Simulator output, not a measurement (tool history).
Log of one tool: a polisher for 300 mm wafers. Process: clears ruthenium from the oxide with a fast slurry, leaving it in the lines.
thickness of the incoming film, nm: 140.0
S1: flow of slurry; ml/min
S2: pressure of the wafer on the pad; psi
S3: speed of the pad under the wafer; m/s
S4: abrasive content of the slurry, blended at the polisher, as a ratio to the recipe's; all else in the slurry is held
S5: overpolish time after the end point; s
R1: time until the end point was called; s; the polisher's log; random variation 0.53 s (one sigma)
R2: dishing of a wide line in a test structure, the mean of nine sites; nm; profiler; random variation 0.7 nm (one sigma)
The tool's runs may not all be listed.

run 1 hour=0 | S1=120 S2=3.5 S3=1.24 S4=1 S5=19 | R1=29.151 R2=78.941
run 2 hour=8 | S1=120 S2=3.3 S3=1.24 S4=1 S5=17 | R1=30.975 R2=67.641
run 3 hour=11.4 | S1=120 S2=3.1 S3=1.24 S4=1 S5=16 | R1=32.541 R2=61.234
run 4 hour=12.1 | S1=120 S2=3.1 S3=1.24 S4=1 S5=13 | R1=33.288 R2=51.522
run 5 hour=19.1 | S1=120 S2=3.1 S3=1.24 S4=0.85 S5=13 | R1=36.448 R2=48.791
run 6 hour=21 | S1=120 S2=3 S3=1.24 S4=0.85 S5=12 | R1=37.082 R2=44.189
run 7 hour=24.5 | S1=120 S2=2.9 S3=1.24 S4=0.85 S5=12 | R1=38.283 R2=42.259
run 8 hour=27.9 | S1=120 S2=2.8 S3=1.24 S4=0.85 S5=12 | R1=39.741 R2=41.922
run 9 hour=34 | S1=105 S2=2.1 S3=1.22 S4=0.85 S5=8 | R1=54.492 R2=20.067
run 10 hour=37 | S1=110 S2=2.1 S3=1.22 S4=0.85 S5=8 | R1=54.087 R2=21.113

Forecast run 11:
run 11 hour=43.3 | S1=115 S2=2.1 S3=1.22 S4=0.85 S5=8 | R1=? R2=?

{"run 11": {"R1": 53.094, "R2": 20.551}}
